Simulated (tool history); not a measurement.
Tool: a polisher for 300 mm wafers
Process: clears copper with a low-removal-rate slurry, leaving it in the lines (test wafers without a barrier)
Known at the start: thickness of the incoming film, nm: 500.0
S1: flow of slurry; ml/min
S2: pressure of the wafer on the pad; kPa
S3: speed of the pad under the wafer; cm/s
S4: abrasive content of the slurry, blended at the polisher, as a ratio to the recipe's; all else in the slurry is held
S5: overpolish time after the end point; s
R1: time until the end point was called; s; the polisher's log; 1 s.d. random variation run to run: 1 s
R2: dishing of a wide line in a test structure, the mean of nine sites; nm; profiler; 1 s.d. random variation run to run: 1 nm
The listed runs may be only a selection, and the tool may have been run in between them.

run 1 hour=0.0 | S1=215 S2=26.9 S3=102 S4=1.0 S5=19 | R1=144.97 R2=37.369
run 2 hour=1.5 | S1=215 S2=26.9 S3=102 S4=0.9 S5=19 | R1=152.63 R2=37.135
run 3 hour=9.4 | S1=215 S2=30.3 S3=102 S4=0.9 S5=19 | R1=132.93 R2=39.764
run 4 hour=14.3 | S1=190 S2=30.3 S3=102 S4=0.9 S5=19 | R1=137.93 R2=40.161
run 5 hour=16.0 | S1=210 S2=33.1 S3=102 S4=0.9 S5=19 | R1=123.72 R2=41.105
run 6 hour=21.8 | S1=215 S2=35.2 S3=102 S4=0.9 S5=20 | R1=117.40 R2=45.600

Forecast run 7:
run 7 hour=23.8 | S1=215 S2=35.2 S3=102 S4=0.9 S5=20 | R1=? R2=?

Run 7 produced R1 119.70 s, R2 45.724 nm.
